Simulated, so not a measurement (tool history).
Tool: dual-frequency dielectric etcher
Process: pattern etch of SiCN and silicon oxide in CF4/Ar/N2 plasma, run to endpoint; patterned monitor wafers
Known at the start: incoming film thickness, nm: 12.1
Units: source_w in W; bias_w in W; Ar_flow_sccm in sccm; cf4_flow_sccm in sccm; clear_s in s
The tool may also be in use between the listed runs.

run  hour  source_w  bias_w  Ar_flow_sccm  cf4_flow_sccm  clear_s
  1   0.0       600      70            96             63   10.880
  2   8.9       600      70           111             63   11.141
  3   9.8       600      58           111             63   12.141
  4  11.1       620      58           111             63   11.955
  5  15.9       620      48           111             63   12.900
  6  19.7       650      48           111             63   12.364
     26.7  -- source power generator calibrated
  7  26.7       670      48           111             63   12.447

Forecast run 8:
  8  30.8       690      50           110             63        ?

{"run 8": {"clear_s": 12.113}}

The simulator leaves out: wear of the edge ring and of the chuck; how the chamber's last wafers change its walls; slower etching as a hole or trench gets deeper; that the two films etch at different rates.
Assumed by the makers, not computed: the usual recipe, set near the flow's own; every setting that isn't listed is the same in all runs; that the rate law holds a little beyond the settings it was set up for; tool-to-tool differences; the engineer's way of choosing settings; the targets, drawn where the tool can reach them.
